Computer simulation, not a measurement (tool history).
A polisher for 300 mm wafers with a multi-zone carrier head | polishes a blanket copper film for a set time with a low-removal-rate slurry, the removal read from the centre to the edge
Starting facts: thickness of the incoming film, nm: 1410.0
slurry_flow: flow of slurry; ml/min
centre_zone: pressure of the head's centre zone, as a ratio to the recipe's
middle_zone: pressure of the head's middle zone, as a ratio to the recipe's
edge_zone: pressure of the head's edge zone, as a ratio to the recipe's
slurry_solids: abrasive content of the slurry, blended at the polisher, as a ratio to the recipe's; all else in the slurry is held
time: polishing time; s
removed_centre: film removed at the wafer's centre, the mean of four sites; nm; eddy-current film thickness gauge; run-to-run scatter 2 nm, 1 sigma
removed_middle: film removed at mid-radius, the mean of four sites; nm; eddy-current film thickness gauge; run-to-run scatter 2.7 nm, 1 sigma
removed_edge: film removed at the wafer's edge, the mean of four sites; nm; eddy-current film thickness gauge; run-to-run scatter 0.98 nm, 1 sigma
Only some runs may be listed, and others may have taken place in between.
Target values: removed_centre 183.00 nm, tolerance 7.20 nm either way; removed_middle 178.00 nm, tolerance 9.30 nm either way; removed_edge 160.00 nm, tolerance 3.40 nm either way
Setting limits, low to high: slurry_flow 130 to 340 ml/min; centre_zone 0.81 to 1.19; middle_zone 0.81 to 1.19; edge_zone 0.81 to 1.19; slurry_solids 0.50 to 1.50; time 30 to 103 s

{"run": 1, "hour": 0.0, "slurry_flow": 220, "centre_zone": 1.0, "middle_zone": 1.0, "edge_zone": 1.0, "slurry_solids": 1.0, "time": 66, "removed_centre": 255.71, "removed_middle": 251.99, "removed_edge": 251.98}
{"run": 2, "hour": 6.8, "slurry_flow": 220, "centre_zone": 0.95, "middle_zone": 1.0, "edge_zone": 1.0, "slurry_solids": 1.0, "time": 66, "removed_centre": 246.03, "removed_middle": 250.32, "removed_edge": 251.69}
{"run": 3, "hour": 10.7, "slurry_flow": 215, "centre_zone": 0.97, "middle_zone": 1.0, "edge_zone": 0.95, "slurry_solids": 0.85, "time": 61, "removed_centre": 223.61, "removed_middle": 220.86, "removed_edge": 217.02}
{"run": 4, "hour": 17.1, "slurry_flow": 215, "centre_zone": 0.97, "middle_zone": 1.0, "edge_zone": 0.95, "slurry_solids": 0.85, "time": 77, "removed_centre": 277.5, "removed_middle": 279.0, "removed_edge": 273.63}
{"run": 5, "hour": 19.7, "slurry_flow": 215, "centre_zone": 0.97, "middle_zone": 1.0, "edge_zone": 0.88, "slurry_solids": 0.85, "time": 77, "removed_centre": 272.03, "removed_middle": 286.27, "removed_edge": 263.86}
{"run": 6, "hour": 22.5, "slurry_flow": 210, "centre_zone": 0.98, "middle_zone": 1.0, "edge_zone": 0.86, "slurry_solids": 0.75, "time": 69, "removed_centre": 244.58, "removed_middle": 240.93, "removed_edge": 231.07}
{"run": 7, "hour": 29.9, "slurry_flow": 215, "centre_zone": 0.99, "middle_zone": 1.03, "edge_zone": 0.84, "slurry_solids": 0.7, "time": 62, "removed_centre": 218.17, "removed_middle": 217.76, "removed_edge": 198.51}
{"run": 8, "hour": 33.1, "slurry_flow": 190, "centre_zone": 1.01, "middle_zone": 1.02, "edge_zone": 0.81, "slurry_solids": 0.5, "time": 52, "removed_centre": 168.32, "removed_middle": 166.48, "removed_edge": 150.74}
{"run": 9, "hour": 40.5, "slurry_flow": 205, "centre_zone": 1.01, "middle_zone": 1.03, "edge_zone": 0.82, "slurry_solids": 0.5, "time": 52, "removed_centre": 170.94, "removed_middle": 167.44, "removed_edge": 151.78}
{"run": 10, "hour": 45.3, "slurry_flow": 220, "centre_zone": 1.01, "middle_zone": 1.04, "edge_zone": 0.83, "slurry_solids": 0.5, "time": 52, "removed_centre": 173.97, "removed_middle": 176.34, "removed_edge": 154.13}
{"run": 11, "hour": 46.6, "slurry_flow": 245, "centre_zone": 1.04, "middle_zone": 1.0, "edge_zone": 0.88, "slurry_solids": 0.55, "time": 52, "removed_centre": 185.02, "removed_middle": 171.51, "removed_edge": 165.27}

Pick the move, out of 4, that brings all results within their allowed miss; only one does.
{"run": "A", "hour": 47.9, "slurry_flow": 225, "centre_zone": 1.05, "middle_zone": 0.9, "edge_zone": 0.95, "slurry_solids": 0.65, "time": 50, "removed_centre": "?", "removed_middle": "?", "removed_edge": "?"}
{"run": "B", "hour": 47.9, "slurry_flow": 220, "centre_zone": 1.1, "middle_zone": 0.92, "edge_zone": 0.82, "slurry_solids": 0.65, "time": 48, "removed_centre": "?", "removed_middle": "?", "removed_edge": "?"}
{"run": "C", "hour": 47.9, "slurry_flow": 255, "centre_zone": 1.06, "middle_zone": 1.06, "edge_zone": 0.91, "slurry_solids": 0.6, "time": 49, "removed_centre": "?", "removed_middle": "?", "removed_edge": "?"}
{"run": "D", "hour": 47.9, "slurry_flow": 240, "centre_zone": 1.01, "middle_zone": 1.15, "edge_zone": 0.81, "slurry_solids": 0.55, "time": 53, "removed_centre": "?", "removed_middle": "?", "removed_edge": "?"}

move=A removed_centre=184.80 removed_middle=163.28 removed_edge=169.00
move=B removed_centre=185.19 removed_middle=159.12 removed_edge=151.34
move=C removed_centre=183.05 removed_middle=183.31 removed_edge=161.07
move=D removed_centre=183.55 removed_middle=206.96 removed_edge=160.99
A: lands further from the targets than the last run did
B: pushes the last run's worst result past its target
C: meets every target
D: puts the biggest miss on target and leaves a different result outside tolerance
Answer: C
